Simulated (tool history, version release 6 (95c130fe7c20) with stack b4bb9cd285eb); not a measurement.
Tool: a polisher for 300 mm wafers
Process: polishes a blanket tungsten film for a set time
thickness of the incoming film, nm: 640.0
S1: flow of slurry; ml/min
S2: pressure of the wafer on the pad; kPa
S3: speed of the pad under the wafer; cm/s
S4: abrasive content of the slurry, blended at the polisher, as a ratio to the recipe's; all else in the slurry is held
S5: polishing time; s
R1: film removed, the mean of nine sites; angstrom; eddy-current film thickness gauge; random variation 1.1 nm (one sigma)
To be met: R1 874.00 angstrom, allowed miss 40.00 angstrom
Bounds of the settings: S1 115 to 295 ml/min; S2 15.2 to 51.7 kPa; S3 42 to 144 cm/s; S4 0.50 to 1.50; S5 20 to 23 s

run  hour   S1    S2  S3    S4  S5       R1
  1   0.0  190  33.1  92  1.00  23  1298.00
  2   1.0  190  29.0  92  1.00  23  1124.60
  3   3.8  190  26.9  92  1.00  23  1057.10
  4   8.7  190  24.8  92  1.00  23   987.52
  5  14.1  190  23.4  92  1.00  23   938.06
  6  20.5  190  23.4  74  1.00  23   768.49
  7  26.6  190  24.8  74  1.00  23   822.89
  8  34.6  190  25.5  74  1.00  23   810.05

Which of these 4 next moves meets every target?
  A  42.6  125  42.1   52  1.25  22   ?
  B  42.6  205  19.3  112  1.25  23   ?
  C  42.6  185  26.9   84  0.95  21   ?
  D  42.6  235  24.1   86  0.85  20   ?

move       R1
   A   944.86
   B  1007.40
   C   881.52
   D   771.10
A: takes the result that was furthest off past its target
B: takes the result that was furthest off past its target
C: meets every target
D: further off than the last run
Answer: C
